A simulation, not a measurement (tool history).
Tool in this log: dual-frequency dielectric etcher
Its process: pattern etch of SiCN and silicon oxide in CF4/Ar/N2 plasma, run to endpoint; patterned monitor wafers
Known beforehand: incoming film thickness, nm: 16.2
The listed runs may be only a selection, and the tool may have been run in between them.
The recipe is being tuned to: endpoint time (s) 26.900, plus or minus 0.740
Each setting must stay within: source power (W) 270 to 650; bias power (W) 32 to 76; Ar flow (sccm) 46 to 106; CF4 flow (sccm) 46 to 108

run	hour	source power (W)	bias power (W)	Ar flow (sccm)	CF4 flow (sccm)	endpoint time (s)
1	0.0	460	54	76	77	17.900
2	3.4	430	53	77	77	19.033
3	8.4	380	53	77	77	21.276
4	11.4	380	53	77	85	20.923
5	17.4	380	53	77	97	20.770
6	19.6	380	44	77	97	21.824
7	20.7	380	44	77	97	21.555
8	22.4	360	44	77	97	22.753
9	26.7	350	44	77	97	23.214
10	32.5	340	44	77	97	23.737
11	35.3	330	44	77	97	24.570
12	38.2	320	44	77	97	25.130

Which one of the following 4 next-run settings gets every result inside its allowed miss? There is exactly one.
A	41.1	330	49	97	94	?
B	41.1	310	40	68	106	?
C	41.1	300	35	60	89	?
D	41.1	350	47	66	98	?

move	endpoint time (s)
A	24.949
B	25.703
C	27.123
D	22.329
A: its largest miss is bigger than the last run's
B: moves toward the targets from the last run without getting all of them in spec
C: all results land within tolerance of their targets
D: its largest miss is bigger than the last run's
The right move is C.

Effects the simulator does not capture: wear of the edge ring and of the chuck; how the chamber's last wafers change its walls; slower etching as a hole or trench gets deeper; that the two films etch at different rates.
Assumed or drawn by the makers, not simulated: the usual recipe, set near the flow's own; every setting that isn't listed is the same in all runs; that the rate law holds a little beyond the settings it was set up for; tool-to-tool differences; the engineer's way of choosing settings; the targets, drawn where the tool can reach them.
